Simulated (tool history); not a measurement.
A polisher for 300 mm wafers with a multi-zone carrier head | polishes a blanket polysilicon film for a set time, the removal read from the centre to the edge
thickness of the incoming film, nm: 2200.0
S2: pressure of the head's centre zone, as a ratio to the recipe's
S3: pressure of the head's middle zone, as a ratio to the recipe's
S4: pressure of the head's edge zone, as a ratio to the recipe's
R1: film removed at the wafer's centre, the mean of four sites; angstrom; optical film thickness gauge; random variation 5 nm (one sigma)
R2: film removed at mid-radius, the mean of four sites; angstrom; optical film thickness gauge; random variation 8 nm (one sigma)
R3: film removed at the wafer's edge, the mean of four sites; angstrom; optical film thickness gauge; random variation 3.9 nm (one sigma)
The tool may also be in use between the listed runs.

run 1 hour=0.0 | flow_of_slurry_(ml/min)=280 S2=1.00 S3=1.00 S4=1.00 polishing_time_(s)=57 | R1=3384.9 R2=3719.5 R3=3846.9
run 2 hour=5.2 | flow_of_slurry_(ml/min)=290 S2=1.01 S3=1.04 S4=1.01 polishing_time_(s)=60 | R1=3656.3 R2=4100.4 R3=4071.5
run 3 hour=6.6 | flow_of_slurry_(ml/min)=290 S2=1.01 S3=1.04 S4=1.01 polishing_time_(s)=51 | R1=3109.9 R2=3450.5 R3=3371.2
run 4 hour=12.3 | flow_of_slurry_(ml/min)=290 S2=1.01 S3=1.04 S4=1.01 polishing_time_(s)=41 | R1=2489.0 R2=2773.1 R3=2789.6
run 5 hour=18.8 | flow_of_slurry_(ml/min)=290 S2=1.01 S3=1.06 S4=1.03 polishing_time_(s)=47 | R1=2842.8 R2=3310.9 R3=3193.0
-- hour=20.2 centre zone pressure recalibrated
run 6 hour=20.2 | flow_of_slurry_(ml/min)=290 S2=1.01 S3=1.06 S4=1.03 polishing_time_(s)=54 | R1=3677.8 R2=3827.5 R3=3680.1

The next listed run, before its measurement:
run 7 hour=23.4 | flow_of_slurry_(ml/min)=370 S2=0.91 S3=1.16 S4=1.13 polishing_time_(s)=69 | R1=? R2=? R3=?

R1: 4304.8 angstrom
R2: 5236.4 angstrom
R3: 4903.7 angstrom

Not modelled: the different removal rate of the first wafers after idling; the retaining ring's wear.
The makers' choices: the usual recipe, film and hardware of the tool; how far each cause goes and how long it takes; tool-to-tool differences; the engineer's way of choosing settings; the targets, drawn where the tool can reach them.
